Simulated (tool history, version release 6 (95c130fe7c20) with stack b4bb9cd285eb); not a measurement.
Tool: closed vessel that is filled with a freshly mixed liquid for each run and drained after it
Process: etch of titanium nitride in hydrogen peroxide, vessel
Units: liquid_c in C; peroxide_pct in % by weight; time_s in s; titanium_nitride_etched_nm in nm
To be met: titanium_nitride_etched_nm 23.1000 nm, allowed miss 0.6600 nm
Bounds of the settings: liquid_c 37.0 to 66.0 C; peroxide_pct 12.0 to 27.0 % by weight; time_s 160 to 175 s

run    day  liquid_c  peroxide_pct  time_s  titanium_nitride_etched_nm
  1  0.000      53.0          18.0     160                     13.8210
  2  0.083      53.0          16.5     160                     13.5440
  3  0.404      48.5          16.5     160                      9.6865
  4  0.454      52.0          16.5     160                     12.4300
  5  0.767      54.5          16.5     160                     15.1080
  6  0.933      56.0          16.5     160                     16.6240
  7  1.000      57.5          16.5     160                     18.3740
  8  1.042      58.5          16.5     160                     19.6390
  9  1.367      59.0          16.5     160                     20.3180
 10  1.408      59.5          16.5     160                     21.1110
 11  1.788      60.0          16.5     160                     21.7370

5 next moves are on the table. One of them brings every result within its allowed miss. Which?
  A  2.167      61.5          15.0     170                           ?
  B  2.167      62.5          13.0     160                           ?
  C  2.167      60.5          15.0     175                           ?
  D  2.167      61.0          17.0     170                           ?
  E  2.167      59.5          16.5     175                           ?

move  titanium_nitride_etched_nm
   A                     25.3190
   B                     24.7310
   C                     24.3610
   D                     25.1350
   E                     23.2230
A: takes the result that was furthest off past its target
B: takes the result that was furthest off past its target
C: takes the result that was furthest off past its target
D: takes the result that was furthest off past its target
E: meets every target
Move E is the one to make.
